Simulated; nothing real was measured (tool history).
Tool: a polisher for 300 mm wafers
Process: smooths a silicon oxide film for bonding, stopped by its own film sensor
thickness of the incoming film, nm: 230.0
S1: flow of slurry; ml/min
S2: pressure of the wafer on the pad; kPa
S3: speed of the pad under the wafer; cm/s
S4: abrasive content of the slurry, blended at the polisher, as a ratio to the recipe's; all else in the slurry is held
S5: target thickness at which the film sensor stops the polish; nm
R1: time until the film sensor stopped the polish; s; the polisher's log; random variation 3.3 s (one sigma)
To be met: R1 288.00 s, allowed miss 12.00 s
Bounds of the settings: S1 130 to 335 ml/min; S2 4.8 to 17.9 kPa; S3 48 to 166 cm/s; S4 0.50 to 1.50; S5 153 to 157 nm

run	day	S1	S2	S3	S4	S5	R1
1	0.000	215	11.0	106	1.00	157	141.76
2	0.100	215	9.7	102	1.00	157	157.35
3	0.371	215	9.7	128	1.00	157	133.85
4	0.433	215	9.7	128	1.10	157	128.21
5	0.508	215	11.7	128	1.10	157	112.31
6	0.554	215	10.3	116	1.10	157	130.36
7	0.629	215	9.7	104	1.10	157	147.47
8	0.950	215	9.0	94	1.10	157	169.83
9	1.121	215	8.3	88	1.10	157	184.06
10	1.304	215	7.6	84	1.10	157	199.69
11	1.488	215	4.8	64	1.05	157	320.38

Which of these 5 next moves meets every target?
A	1.671	215	6.9	64	1.10	157	?
B	1.671	220	5.5	54	1.05	157	?
C	1.671	265	4.8	64	1.30	154	?
D	1.671	245	4.8	58	1.20	155	?
E	1.671	165	4.8	80	1.25	153	?

move	R1
A	257.35
B	333.34
C	279.28
D	313.29
E	262.89
A: takes the result that was furthest off past its target
B: further off than the last run
C: meets every target
D: nearer than the last run, and not there yet
E: takes the result that was furthest off past its target
The right move is C.
